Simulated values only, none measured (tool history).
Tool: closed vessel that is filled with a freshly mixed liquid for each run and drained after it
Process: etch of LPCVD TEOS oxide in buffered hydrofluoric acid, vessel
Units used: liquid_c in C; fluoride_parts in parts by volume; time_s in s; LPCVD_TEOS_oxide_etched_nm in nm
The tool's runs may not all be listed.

run 1 day=0.000 | liquid_c=24.0 fluoride_parts=10.0 time_s=100 | LPCVD_TEOS_oxide_etched_nm=215.28
run 2 day=0.208 | liquid_c=23.0 fluoride_parts=10.5 time_s=100 | LPCVD_TEOS_oxide_etched_nm=196.99
run 3 day=0.421 | liquid_c=23.0 fluoride_parts=12.5 time_s=100 | LPCVD_TEOS_oxide_etched_nm=168.33
run 4 day=0.742 | liquid_c=23.0 fluoride_parts=15.0 time_s=100 | LPCVD_TEOS_oxide_etched_nm=138.94
run 5 day=0.892 | liquid_c=22.5 fluoride_parts=15.0 time_s=100 | LPCVD_TEOS_oxide_etched_nm=135.14
run 6 day=1.129 | liquid_c=22.0 fluoride_parts=15.0 time_s=100 | LPCVD_TEOS_oxide_etched_nm=131.13
run 7 day=1.192 | liquid_c=22.0 fluoride_parts=15.0 time_s=100 | LPCVD_TEOS_oxide_etched_nm=129.65
run 8 day=1.300 | liquid_c=21.5 fluoride_parts=15.0 time_s=100 | LPCVD_TEOS_oxide_etched_nm=126.17

Predict the results of run 9:
run 9 day=1.517 | liquid_c=21.0 fluoride_parts=15.0 time_s=100 | LPCVD_TEOS_oxide_etched_nm=?

LPCVD_TEOS_oxide_etched_nm: 125.09 nm
